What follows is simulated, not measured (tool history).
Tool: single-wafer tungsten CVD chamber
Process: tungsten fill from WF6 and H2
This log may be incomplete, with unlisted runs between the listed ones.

run,hour,heater temperature setpoint (°C),chamber pressure (Torr),deposition time (s),mean film thickness on the monitor wafer (nm)
1,0.0,385,33.7,22.2,48.907
2,5.4,385,33.7,22.2,48.674
3,6.8,379,33.6,22.2,43.711
4,14.1,375,33.1,22.2,40.472
5,21.9,375,29.5,22.2,38.769
6,24.4,386,29.5,22.2,46.220
7,29.3,380,29.4,22.2,42.069
8,34.2,376,29.3,22.2,39.043
9,41.6,373,29.2,22.2,36.727

What will run 10 give?
10,42.3,371,29.1,22.2,?

Run 10 produced mean film thickness on the monitor wafer (nm) 35.544.
